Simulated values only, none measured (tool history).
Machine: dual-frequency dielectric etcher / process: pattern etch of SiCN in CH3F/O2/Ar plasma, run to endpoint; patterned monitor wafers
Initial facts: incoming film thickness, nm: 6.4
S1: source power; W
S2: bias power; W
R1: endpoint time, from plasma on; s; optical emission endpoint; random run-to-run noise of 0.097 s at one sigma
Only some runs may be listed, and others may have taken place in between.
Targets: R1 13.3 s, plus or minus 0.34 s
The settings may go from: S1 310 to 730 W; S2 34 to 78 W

run	hour	S1	S2	R1
1	0	520	56	15.419
2	8.3	550	57	15.112
3	9.8	570	58	14.958
4	13.8	520	58	15.103
5	22.7	520	67	14.749
6	31.7	540	69	14.411
7	32.6	560	70	14.208
8	41.3	570	71	14.148

Exercise: of the 5 proposed moves below, exactly one satisfies all targets within the stated allowed misses. Which move is it?
A	50	600	67	?
B	50	720	77	?
C	50	700	78	?
D	50	680	78	?
E	50	680	69	?

move	R1
A	13.976
B	12.581
C	12.66
D	12.791
E	13.256
A: gains on the last run, yet a result remains outside its allowed miss
B: the result that was furthest off in the last run now lies on the other side of its target
C: the result that was furthest off in the last run now lies on the other side of its target
D: the result that was furthest off in the last run now lies on the other side of its target
E: hits every target within its allowed miss
Go with E: it meets all targets.

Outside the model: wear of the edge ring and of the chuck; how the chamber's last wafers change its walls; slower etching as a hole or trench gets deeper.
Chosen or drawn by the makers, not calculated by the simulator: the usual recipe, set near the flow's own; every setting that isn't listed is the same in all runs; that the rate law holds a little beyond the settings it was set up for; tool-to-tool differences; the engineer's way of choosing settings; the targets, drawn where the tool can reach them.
